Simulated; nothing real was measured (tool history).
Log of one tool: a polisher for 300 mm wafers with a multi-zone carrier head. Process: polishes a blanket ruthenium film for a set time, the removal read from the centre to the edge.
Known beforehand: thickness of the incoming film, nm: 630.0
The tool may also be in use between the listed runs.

run	hour	flow of slurry (ml/min)	pressure of the head's centre zone	pressure of the head's middle zone	pressure of the head's edge zone	polishing time (s)	film removed at the wafer's centre (nm)	film removed at mid-radius (nm)	film removed at the wafer's edge (nm)
1	0	250	1	1	1	83	98.794	105	100.96
2	0.8	295	1	1	1	83	102.35	101.78	101.31
3	6.4	295	0.95	1	1	83	96.498	105.3	103.89
4	12	295	0.95	0.98	0.98	77	90.665	94.203	93.057
5	16.2	295	0.95	0.98	0.98	63	73.24	77.812	76.863
6	21.5	295	0.95	0.98	1.02	63	73.964	79.006	78.035
7	24.2	295	0.95	0.97	1	61	71.767	73.579	74.247
8	26.9	290	0.94	0.96	0.98	60	69.437	72.983	72.933
9	28.4	285	0.94	0.95	0.96	59	67.689	70.053	71.674
10	33.4	285	0.94	0.95	0.95	57	65.473	69.564	68.163

Run 11 has not been measured yet. What should we expect?
11	34.1	280	0.94	0.93	0.94	56	?	?	?

Run 11 measured film removed at the wafer's centre (nm) 65.121, film removed at mid-radius (nm) 66.008, film removed at the wafer's edge (nm) 65.901.
